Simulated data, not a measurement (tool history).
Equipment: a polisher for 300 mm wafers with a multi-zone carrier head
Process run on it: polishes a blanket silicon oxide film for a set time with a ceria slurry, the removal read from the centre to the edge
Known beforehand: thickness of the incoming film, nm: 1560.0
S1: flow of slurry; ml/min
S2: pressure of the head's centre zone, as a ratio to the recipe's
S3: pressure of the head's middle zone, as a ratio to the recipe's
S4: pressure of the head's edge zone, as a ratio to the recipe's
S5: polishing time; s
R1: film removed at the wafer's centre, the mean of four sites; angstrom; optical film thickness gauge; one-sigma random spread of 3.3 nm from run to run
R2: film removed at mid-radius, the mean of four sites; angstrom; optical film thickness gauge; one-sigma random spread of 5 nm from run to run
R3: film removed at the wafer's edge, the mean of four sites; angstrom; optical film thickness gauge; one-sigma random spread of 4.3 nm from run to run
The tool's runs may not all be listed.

run,hour,S1,S2,S3,S4,S5,R1,R2,R3
1,0.0,315,1.00,1.00,1.00,68,4007.4,4155.8,4016.9
2,7.0,325,0.98,1.04,1.05,70,3925.1,4445.6,4315.5
3,13.9,360,0.98,1.04,1.05,70,3980.6,4413.9,4264.2
4,21.1,350,0.98,1.07,1.07,71,3987.8,4613.9,4384.8
5,26.3,345,0.98,1.09,1.09,72,4023.3,4659.3,4468.8
6,31.4,345,0.98,1.09,1.09,81,4580.1,5363.1,5035.7
7,31.9,345,0.96,1.08,1.08,80,4444.6,5301.4,4915.8
8,37.0,345,0.94,1.07,1.08,79,4281.8,5071.5,4849.4

Predict the results of run 9:
9,37.6,345,0.93,1.08,1.08,79,?,?,?

Run 9 measured R1 4196.5 angstrom, R2 5072.1 angstrom, R3 4873.7 angstrom.
